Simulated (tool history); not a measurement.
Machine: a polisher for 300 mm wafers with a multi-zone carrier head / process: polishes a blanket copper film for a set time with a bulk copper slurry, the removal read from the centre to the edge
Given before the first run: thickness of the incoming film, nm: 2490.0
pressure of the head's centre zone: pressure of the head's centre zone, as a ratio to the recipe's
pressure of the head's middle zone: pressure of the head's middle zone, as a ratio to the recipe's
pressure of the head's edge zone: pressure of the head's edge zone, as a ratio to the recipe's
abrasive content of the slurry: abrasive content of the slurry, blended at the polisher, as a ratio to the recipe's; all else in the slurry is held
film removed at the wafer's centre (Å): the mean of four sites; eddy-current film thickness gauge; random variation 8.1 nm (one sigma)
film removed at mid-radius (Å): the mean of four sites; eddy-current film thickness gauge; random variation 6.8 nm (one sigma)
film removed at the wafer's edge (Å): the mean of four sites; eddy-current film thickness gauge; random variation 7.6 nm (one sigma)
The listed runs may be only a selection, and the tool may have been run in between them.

run  hour  flow of slurry (ml/min)  pressure of the head's centre zone  pressure of the head's middle zone  pressure of the head's edge zone  abrasive content of the slurry  polishing time (s)  film removed at the wafer's centre (Å)  film removed at mid-radius (Å)  film removed at the wafer's edge (Å)
  1   0.0                      295                                1.00                                1.00                              1.00                            1.00                  53                                  4541.5                          4548.5                                4431.9
  2   1.3                      295                                1.03                                1.00                              1.02                            1.10                  54                                  4786.8                          4520.5                                4609.1
  3   6.8                      295                                1.08                                1.00                              1.02                            1.10                  54                                  4884.3                          4567.7                                4691.1
  4   9.5                      295                                1.05                                1.00                              1.02                            1.10                  54                                  4864.4                          4631.4                                4622.0
  5  17.9                      295                                1.05                                1.00                              0.97                            1.10                  54                                  4794.0                          4763.9                                4523.5
  6  24.2                      300                                1.07                                1.00                              0.99                            1.15                  55                                  5094.9                          4758.9                                4678.6

Run 7, settings as shown, results not yet in. Your forecast:
  7  27.8                      300                                1.08                                1.01                              1.01                            1.20                  56                                       ?                               ?                                     ?

film removed at the wafer's centre (Å): 5162.8
film removed at mid-radius (Å): 4946.7
film removed at the wafer's edge (Å): 4875.3
